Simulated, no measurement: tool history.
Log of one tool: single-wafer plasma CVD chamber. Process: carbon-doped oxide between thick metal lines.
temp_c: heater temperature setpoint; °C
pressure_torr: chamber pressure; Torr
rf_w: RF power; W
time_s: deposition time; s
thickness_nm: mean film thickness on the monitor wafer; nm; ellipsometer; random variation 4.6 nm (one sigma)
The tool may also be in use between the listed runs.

run	hour	temp_c	pressure_torr	rf_w	time_s	thickness_nm
1	0.0	340	4.29	490	233	1114.2
2	0.9	338	4.43	495	233	1128.4
3	8.0	338	4.79	495	233	1140.7
4	11.0	338	4.79	495	241	1177.3
5	14.3	338	4.79	495	241	1183.9
6	16.2	338	4.79	495	233	1142.3
7	24.6	336	4.90	495	233	1150.9

Forecast run 8:
8	27.9	334	4.98	495	233	?

thickness_nm: 1161.5 nm

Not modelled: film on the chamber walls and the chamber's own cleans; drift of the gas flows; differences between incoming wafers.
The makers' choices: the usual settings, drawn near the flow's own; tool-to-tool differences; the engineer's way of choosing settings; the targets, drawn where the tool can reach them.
